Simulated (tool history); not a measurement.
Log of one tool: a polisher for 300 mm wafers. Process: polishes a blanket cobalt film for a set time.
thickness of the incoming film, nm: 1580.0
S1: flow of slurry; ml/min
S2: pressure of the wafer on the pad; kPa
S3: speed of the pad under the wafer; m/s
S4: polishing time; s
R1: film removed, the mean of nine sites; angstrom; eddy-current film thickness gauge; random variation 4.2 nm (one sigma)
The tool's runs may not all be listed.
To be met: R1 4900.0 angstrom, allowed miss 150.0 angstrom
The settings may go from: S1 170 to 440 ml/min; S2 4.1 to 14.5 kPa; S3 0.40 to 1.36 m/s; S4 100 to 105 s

Run 1, hour 0.0: S1 280 ml/min, S2 9.0 kPa, S3 0.88 m/s, S4 100 s. Result: R1 3380.3 angstrom.
Run 2, hour 2.2: S1 280 ml/min, S2 9.7 kPa, S3 0.88 m/s, S4 100 s. Result: R1 3473.4 angstrom.
Run 3, hour 7.7: S1 280 ml/min, S2 9.7 kPa, S3 0.88 m/s, S4 100 s. Result: R1 3470.3 angstrom.
Run 4, hour 14.8: S1 280 ml/min, S2 9.7 kPa, S3 0.78 m/s, S4 100 s. Result: R1 3133.5 angstrom.
Run 5, hour 22.1: S1 280 ml/min, S2 7.6 kPa, S3 0.78 m/s, S4 100 s. Result: R1 2658.2 angstrom.
Run 6, hour 30.7: S1 280 ml/min, S2 7.6 kPa, S3 0.78 m/s, S4 100 s. Result: R1 2689.1 angstrom.
Run 7, hour 31.8: S1 280 ml/min, S2 9.7 kPa, S3 0.80 m/s, S4 100 s. Result: R1 3231.7 angstrom.
Run 8, hour 36.5: S1 280 ml/min, S2 11.0 kPa, S3 0.80 m/s, S4 100 s. Result: R1 3557.7 angstrom.
Run 9, hour 40.4: S1 280 ml/min, S2 11.7 kPa, S3 0.82 m/s, S4 100 s. Result: R1 3793.0 angstrom.
Run 10, hour 41.2: S1 280 ml/min, S2 12.4 kPa, S3 0.84 m/s, S4 100 s. Result: R1 3986.4 angstrom.
Run 11, hour 49.1: S1 280 ml/min, S2 13.1 kPa, S3 0.86 m/s, S4 100 s. Result: R1 4245.5 angstrom.
Run 12, hour 51.7: S1 280 ml/min, S2 13.8 kPa, S3 0.88 m/s, S4 100 s. Result: R1 4569.7 angstrom.

Which of these 5 next moves meets every target?
Run A, hour 54.3: S1 240 ml/min, S2 13.8 kPa, S3 0.88 m/s, S4 102 s. Result: R1 ?.
Run B, hour 54.3: S1 285 ml/min, S2 13.8 kPa, S3 0.82 m/s, S4 101 s. Result: R1 ?.
Run C, hour 54.3: S1 255 ml/min, S2 14.5 kPa, S3 0.96 m/s, S4 101 s. Result: R1 ?.
Run D, hour 54.3: S1 255 ml/min, S2 13.8 kPa, S3 0.90 m/s, S4 105 s. Result: R1 ?.
Run E, hour 54.3: S1 335 ml/min, S2 10.3 kPa, S3 1.00 m/s, S4 100 s. Result: R1 ?.

move      R1
   A  4593.7
   B  4315.0
   C  5167.4
   D  4861.0
   E  4251.7
A: nearer than the last run, and not there yet
B: further off than the last run
C: takes the result that was furthest off past its target
D: meets every target
E: further off than the last run
Answer: D
